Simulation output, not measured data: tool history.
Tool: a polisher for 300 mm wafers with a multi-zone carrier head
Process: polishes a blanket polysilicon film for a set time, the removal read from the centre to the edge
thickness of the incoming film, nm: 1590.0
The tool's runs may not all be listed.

| run | hour | flow of slurry (ml/min) | pressure of the head's centre zone | pressure of the head's middle zone | pressure of the head's edge zone | polishing time (s) | film removed at the wafer's centre (nm) | film removed at mid-radius (nm) | film removed at the wafer's edge (nm) |
|---|---|---|---|---|---|---|---|---|---|
| 1 | 0.0 | 165 | 1.00 | 1.00 | 1.00 | 52 | 407.23 | 409.67 | 421.71 |
| 2 | 8.4 | 165 | 1.00 | 1.00 | 0.93 | 52 | 411.66 | 404.88 | 411.65 |
| 3 | 16.6 | 165 | 1.00 | 0.95 | 0.93 | 52 | 415.30 | 385.61 | 410.27 |
| 4 | 24.3 | 175 | 1.01 | 0.93 | 1.00 | 56 | 449.42 | 411.36 | 461.74 |
| 5 | 25.5 | 190 | 1.03 | 0.93 | 1.05 | 58 | 471.53 | 433.69 | 489.93 |
| 6 | 28.1 | 190 | 1.03 | 0.93 | 1.01 | 58 | 475.53 | 433.99 | 481.76 |
| 7 | 33.9 | 195 | 1.05 | 0.93 | 1.05 | 60 | 498.90 | 445.93 | 511.14 |
| 8 | 41.3 | 205 | 1.07 | 0.94 | 1.08 | 61 | 525.87 | 462.04 | 528.16 |
| 9 | 45.5 | 215 | 1.07 | 0.94 | 1.11 | 62 | 533.04 | 465.94 | 546.07 |

Forecast run 10:
| 10 | 51.0 | 220 | 1.07 | 0.95 | 1.13 | 63 | ? | ? | ? |

{"run 10": {"film removed at the wafer's centre (nm)": 554.61, "film removed at mid-radius (nm)": 485.44, "film removed at the wafer's edge (nm)": 558.18}}
